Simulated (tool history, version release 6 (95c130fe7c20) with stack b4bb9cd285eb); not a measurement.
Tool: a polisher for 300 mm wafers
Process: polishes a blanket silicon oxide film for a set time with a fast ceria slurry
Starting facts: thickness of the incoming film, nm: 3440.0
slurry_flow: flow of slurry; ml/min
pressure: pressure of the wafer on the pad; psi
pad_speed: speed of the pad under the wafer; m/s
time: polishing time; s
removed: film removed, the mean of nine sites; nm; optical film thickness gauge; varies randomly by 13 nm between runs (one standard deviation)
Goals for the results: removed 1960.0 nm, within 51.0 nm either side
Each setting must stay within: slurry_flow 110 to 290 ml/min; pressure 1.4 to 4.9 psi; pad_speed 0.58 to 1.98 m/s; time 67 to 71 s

run,hour,slurry_flow,pressure,pad_speed,time,removed
1,0.0,185,3.1,1.28,67,1175.1
2,3.1,185,3.1,1.58,67,1332.3
3,11.7,195,3.4,1.58,67,1497.3
4,18.0,200,3.6,1.58,67,1592.6
5,24.5,205,3.7,1.58,67,1615.8
6,26.0,205,3.9,1.58,67,1716.0
7,32.8,205,4.0,1.58,67,1743.7
8,37.9,210,4.1,1.58,67,1789.1
9,45.3,210,4.2,1.58,67,1848.1
10,53.6,215,4.3,1.58,67,1862.5

Consider the 4 candidate settings below. Which is the only one whose results all fall within their allowed miss of target?
A,61.9,190,4.5,1.62,67,?
B,61.9,195,4.1,1.54,69,?
C,61.9,270,3.5,1.78,71,?
D,61.9,225,4.2,1.58,67,?

move,removed
A,1966.1
B,1795.0
C,1807.7
D,1846.9
A: every result within its allowed miss
B: lands further from the targets than the last run did
C: lands further from the targets than the last run did
D: lands further from the targets than the last run did
A meets every target.
